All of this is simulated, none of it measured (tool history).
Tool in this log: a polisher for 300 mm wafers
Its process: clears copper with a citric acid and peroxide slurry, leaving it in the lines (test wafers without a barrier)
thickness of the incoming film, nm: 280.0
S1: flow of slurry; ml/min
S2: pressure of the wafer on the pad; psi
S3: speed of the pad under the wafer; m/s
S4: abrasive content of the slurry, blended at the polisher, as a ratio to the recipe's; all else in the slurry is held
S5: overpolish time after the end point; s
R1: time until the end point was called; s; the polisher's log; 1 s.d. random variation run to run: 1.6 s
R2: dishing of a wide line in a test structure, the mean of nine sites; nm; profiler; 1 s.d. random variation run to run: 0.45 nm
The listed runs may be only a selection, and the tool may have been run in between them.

run 1 day=0.000 | S1=310 S2=3.4 S3=1.1 S4=1.00 S5=28 | R1=100.520 R2=49.381
run 2 day=0.146 | S1=310 S2=3.5 S3=1.1 S4=1.00 S5=26 | R1=98.259 R2=47.768
run 3 day=0.488 | S1=310 S2=3.5 S3=1.1 S4=1.10 S5=26 | R1=101.730 R2=48.239
run 4 day=0.729 | S1=315 S2=3.5 S3=1.1 S4=1.05 S5=25 | R1=99.568 R2=45.924
run 5 day=1.038 | S1=280 S2=3.5 S3=1.1 S4=1.05 S5=25 | R1=99.389 R2=45.323
run 6 day=1.062 | S1=275 S2=3.5 S3=1.1 S4=1.00 S5=24 | R1=103.080 R2=43.024
run 7 day=1.233 | S1=285 S2=3.6 S3=1.1 S4=1.00 S5=23 | R1=100.390 R2=43.060
run 8 day=1.483 | S1=290 S2=3.7 S3=1.1 S4=1.00 S5=22 | R1=97.318 R2=42.851

Run 9 is up next; what results do you expect?
run 9 day=1.667 | S1=295 S2=3.8 S3=1.1 S4=1.00 S5=21 | R1=? R2=?

R1: 96.207 s
R2: 41.359 nm

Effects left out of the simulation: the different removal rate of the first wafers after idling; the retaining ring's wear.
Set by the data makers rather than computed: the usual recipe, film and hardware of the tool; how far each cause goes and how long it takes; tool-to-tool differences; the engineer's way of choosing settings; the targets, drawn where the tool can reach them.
